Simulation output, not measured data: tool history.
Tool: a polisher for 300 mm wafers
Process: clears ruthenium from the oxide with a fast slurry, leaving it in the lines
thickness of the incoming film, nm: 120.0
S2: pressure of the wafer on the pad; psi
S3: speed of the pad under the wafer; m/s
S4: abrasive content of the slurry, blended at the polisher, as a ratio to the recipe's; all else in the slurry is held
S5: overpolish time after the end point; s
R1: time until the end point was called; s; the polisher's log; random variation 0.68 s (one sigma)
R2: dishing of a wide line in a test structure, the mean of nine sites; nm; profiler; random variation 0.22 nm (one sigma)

Run 1, hour 0.0: flow of slurry (ml/min) 130, S2 1.7 psi, S3 0.98 m/s, S4 1.0, S5 22 s. Result: R1 57.375 s, R2 27.235 nm.
Run 2, hour 8.4: flow of slurry (ml/min) 130, S2 1.7 psi, S3 0.98 m/s, S4 0.8, S5 22 s. Result: R1 65.117 s, R2 25.924 nm.
Run 3, hour 12.2: flow of slurry (ml/min) 130, S2 1.7 psi, S3 0.98 m/s, S4 0.8, S5 26 s. Result: R1 65.145 s, R2 27.303 nm.
Run 4, hour 20.5: flow of slurry (ml/min) 140, S2 1.7 psi, S3 0.98 m/s, S4 0.8, S5 26 s. Result: R1 64.783 s, R2 28.321 nm.
Run 5, hour 23.7: flow of slurry (ml/min) 140, S2 1.7 psi, S3 0.98 m/s, S4 0.8, S5 25 s. Result: R1 64.249 s, R2 27.809 nm.
Run 6, hour 29.4: flow of slurry (ml/min) 135, S2 1.7 psi, S3 0.98 m/s, S4 0.8, S5 24 s. Result: R1 64.698 s, R2 27.122 nm.
Run 7, hour 36.9: flow of slurry (ml/min) 135, S2 1.7 psi, S3 0.98 m/s, S4 0.8, S5 24 s. Result: R1 65.181 s, R2 27.069 nm.
Run 8, hour 41.9: flow of slurry (ml/min) 135, S2 1.7 psi, S3 0.98 m/s, S4 0.8, S5 23 s. Result: R1 64.773 s, R2 26.372 nm.
Run 9, hour 47.1: flow of slurry (ml/min) 135, S2 1.7 psi, S3 0.98 m/s, S4 0.8, S5 22 s. Result: R1 65.174 s, R2 25.231 nm.
Run 10, hour 52.6: flow of slurry (ml/min) 135, S2 1.7 psi, S3 0.98 m/s, S4 0.8, S5 21 s. Result: R1 64.904 s, R2 24.587 nm.
Run 11, hour 57.5: flow of slurry (ml/min) 135, S2 1.7 psi, S3 0.98 m/s, S4 0.8, S5 20 s. Result: R1 64.285 s, R2 24.575 nm.
Run 12, hour 62.4: flow of slurry (ml/min) 135, S2 1.7 psi, S3 0.98 m/s, S4 0.8, S5 19 s. Result: R1 64.452 s, R2 23.555 nm.
Run 13, hour 70.1: flow of slurry (ml/min) 135, S2 1.7 psi, S3 0.98 m/s, S4 0.8, S5 18 s. Result: R1 64.735 s, R2 22.324 nm.
Run 14, hour 73.5: flow of slurry (ml/min) 135, S2 1.7 psi, S3 0.98 m/s, S4 0.8, S5 18 s. Result: R1 64.201 s, R2 22.498 nm.
Run 15, hour 75.3: flow of slurry (ml/min) 125, S2 1.5 psi, S3 0.98 m/s, S4 0.8, S5 16 s. Result: R1 75.415 s, R2 19.067 nm.

Forecast run 16:
Run 16, hour 80.1: flow of slurry (ml/min) 120, S2 1.5 psi, S3 0.98 m/s, S4 0.8, S5 16 s. Result: R1 ?, R2 ?.

Run 16 gave R1 75.079 s, R2 18.749 nm.
